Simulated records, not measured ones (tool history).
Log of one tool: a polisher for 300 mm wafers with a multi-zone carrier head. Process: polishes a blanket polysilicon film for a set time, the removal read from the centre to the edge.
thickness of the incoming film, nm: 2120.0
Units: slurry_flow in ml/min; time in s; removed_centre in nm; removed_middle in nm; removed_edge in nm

run    day  slurry_flow  centre_zone  middle_zone  edge_zone  time  removed_centre  removed_middle  removed_edge
  1  0.000          185         1.00         1.00       1.00    59          638.12          647.61        648.31
  2  0.100          180         1.01         0.98       0.97    56          632.98          581.64        616.11
  3  0.475          180         1.01         1.00       0.95    53          588.47          577.13        566.83
  4  0.812          180         1.01         1.00       0.95    43          495.74          460.71        454.04
  5  0.979          180         1.01         1.00       0.87    43          479.83          464.42        446.40
  6  1.304          185         1.02         0.99       0.88    43          490.19          458.68        452.46

Forecast run 7:
  7  1.375          190         1.03         0.99       0.89    43               ?               ?             ?

{"run 7": {"removed_centre": 486.34, "removed_middle": 459.72, "removed_edge": 448.63}}

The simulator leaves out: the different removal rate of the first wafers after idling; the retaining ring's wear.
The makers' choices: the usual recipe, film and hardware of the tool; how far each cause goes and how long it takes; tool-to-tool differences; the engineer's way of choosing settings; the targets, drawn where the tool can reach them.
